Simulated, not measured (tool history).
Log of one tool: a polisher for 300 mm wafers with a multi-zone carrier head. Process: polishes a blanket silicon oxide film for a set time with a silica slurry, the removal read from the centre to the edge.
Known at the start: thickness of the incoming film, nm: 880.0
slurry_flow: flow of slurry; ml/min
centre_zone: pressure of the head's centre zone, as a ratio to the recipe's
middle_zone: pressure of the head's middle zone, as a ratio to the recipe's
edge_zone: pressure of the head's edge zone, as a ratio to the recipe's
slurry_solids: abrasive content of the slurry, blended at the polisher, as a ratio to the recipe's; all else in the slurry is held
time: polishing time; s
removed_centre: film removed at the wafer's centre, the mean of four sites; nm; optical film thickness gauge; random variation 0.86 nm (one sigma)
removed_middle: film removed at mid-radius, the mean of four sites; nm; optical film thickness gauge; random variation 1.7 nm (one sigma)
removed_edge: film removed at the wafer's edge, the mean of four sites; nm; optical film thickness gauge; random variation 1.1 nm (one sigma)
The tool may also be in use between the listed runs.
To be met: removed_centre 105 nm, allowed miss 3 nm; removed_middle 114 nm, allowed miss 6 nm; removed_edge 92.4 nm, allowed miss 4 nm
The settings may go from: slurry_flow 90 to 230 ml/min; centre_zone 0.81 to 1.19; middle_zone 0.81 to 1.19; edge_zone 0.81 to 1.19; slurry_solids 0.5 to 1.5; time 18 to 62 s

Run 1, hour 0: slurry_flow 150 ml/min, centre_zone 1, middle_zone 1, edge_zone 1, slurry_solids 1, time 40 s. Result: removed_centre 152.54 nm, removed_middle 151.1 nm, removed_edge 149.09 nm.
Run 2, hour 3.3: slurry_flow 150 ml/min, centre_zone 1, middle_zone 1.03, edge_zone 0.96, slurry_solids 0.85, time 38 s. Result: removed_centre 131.83 nm, removed_middle 133.7 nm, removed_edge 129.64 nm.
Run 3, hour 11.7: slurry_flow 155 ml/min, centre_zone 1.02, middle_zone 1.07, edge_zone 0.92, slurry_solids 0.75, time 37 s. Result: removed_centre 124.35 nm, removed_middle 123.54 nm, removed_edge 115.33 nm.
Run 4, hour 15.7: slurry_flow 155 ml/min, centre_zone 1.02, middle_zone 1.1, edge_zone 0.89, slurry_solids 0.7, time 37 s. Result: removed_centre 118.88 nm, removed_middle 126.39 nm, removed_edge 110.19 nm.
Run 5, hour 19.6: slurry_flow 155 ml/min, centre_zone 1.02, middle_zone 1.1, edge_zone 0.89, slurry_solids 0.5, time 37 s. Result: removed_centre 95.045 nm, removed_middle 97.565 nm, removed_edge 87.333 nm.
Run 6, hour 28: slurry_flow 165 ml/min, centre_zone 1.02, middle_zone 1.12, edge_zone 0.89, slurry_solids 0.5, time 37 s. Result: removed_centre 96.568 nm, removed_middle 103.18 nm, removed_edge 89.03 nm.
Run 7, hour 34.7: slurry_flow 175 ml/min, centre_zone 1.03, middle_zone 1.13, edge_zone 0.89, slurry_solids 0.5, time 37 s. Result: removed_centre 98.926 nm, removed_middle 104.2 nm, removed_edge 88.197 nm.
Run 8, hour 42: slurry_flow 175 ml/min, centre_zone 1.03, middle_zone 1.14, edge_zone 0.89, slurry_solids 0.5, time 37 s. Result: removed_centre 98.444 nm, removed_middle 103.22 nm, removed_edge 88.856 nm.
Run 9, hour 49.2: slurry_flow 175 ml/min, centre_zone 1.03, middle_zone 1.15, edge_zone 0.88, slurry_solids 0.5, time 37 s. Result: removed_centre 98.235 nm, removed_middle 106.5 nm, removed_edge 88.449 nm.
Run 10, hour 50.7: slurry_flow 180 ml/min, centre_zone 1.04, middle_zone 1.16, edge_zone 0.88, slurry_solids 0.5, time 37 s. Result: removed_centre 100.21 nm, removed_middle 108.41 nm, removed_edge 87.282 nm.
Run 11, hour 59.4: slurry_flow 180 ml/min, centre_zone 1.04, middle_zone 1.16, edge_zone 0.89, slurry_solids 0.5, time 37 s. Result: removed_centre 99.475 nm, removed_middle 107.6 nm, removed_edge 87.828 nm.
Run 12, hour 60.3: slurry_flow 180 ml/min, centre_zone 1.04, middle_zone 1.16, edge_zone 0.89, slurry_solids 0.5, time 37 s. Result: removed_centre 100.91 nm, removed_middle 106.61 nm, removed_edge 90.402 nm.
Run 13, hour 65.2: slurry_flow 205 ml/min, centre_zone 1.04, middle_zone 1.19, edge_zone 0.87, slurry_solids 0.55, time 37 s. Result: removed_centre 108.66 nm, removed_middle 119.02 nm, removed_edge 95.679 nm.
Run 14, hour 68.8: slurry_flow 200 ml/min, centre_zone 1.04, middle_zone 1.19, edge_zone 0.87, slurry_solids 0.55, time 37 s. Result: removed_centre 109.41 nm, removed_middle 114.15 nm, removed_edge 93.181 nm.

Which of these 5 next moves meets every target?
Run A, hour 72.4: slurry_flow 230 ml/min, centre_zone 1.12, middle_zone 1.14, edge_zone 0.88, slurry_solids 0.55, time 36 s. Result: removed_centre ?, removed_middle ?, removed_edge ?.
Run B, hour 72.4: slurry_flow 230 ml/min, centre_zone 1.01, middle_zone 1.16, edge_zone 0.83, slurry_solids 0.55, time 36 s. Result: removed_centre ?, removed_middle ?, removed_edge ?.
Run C, hour 72.4: slurry_flow 220 ml/min, centre_zone 1.04, middle_zone 1.07, edge_zone 0.86, slurry_solids 0.6, time 35 s. Result: removed_centre ?, removed_middle ?, removed_edge ?.
Run D, hour 72.4: slurry_flow 230 ml/min, centre_zone 1.11, middle_zone 1.04, edge_zone 0.83, slurry_solids 0.6, time 34 s. Result: removed_centre ?, removed_middle ?, removed_edge ?.
Run E, hour 72.4: slurry_flow 230 ml/min, centre_zone 1.09, middle_zone 1.11, edge_zone 0.81, slurry_solids 0.65, time 33 s. Result: removed_centre ?, removed_middle ?, removed_edge ?.

move  removed_centre  removed_middle  removed_edge
   A          117.97          110.37        95.693
   B          106.31          111.85        93.197
   C          111.94             108        97.144
   D          116.82          103.36         93.31
   E          117.11          110.51        94.143
A: further off than the last run
B: meets every target
C: further off than the last run
D: further off than the last run
E: further off than the last run
Answer: B
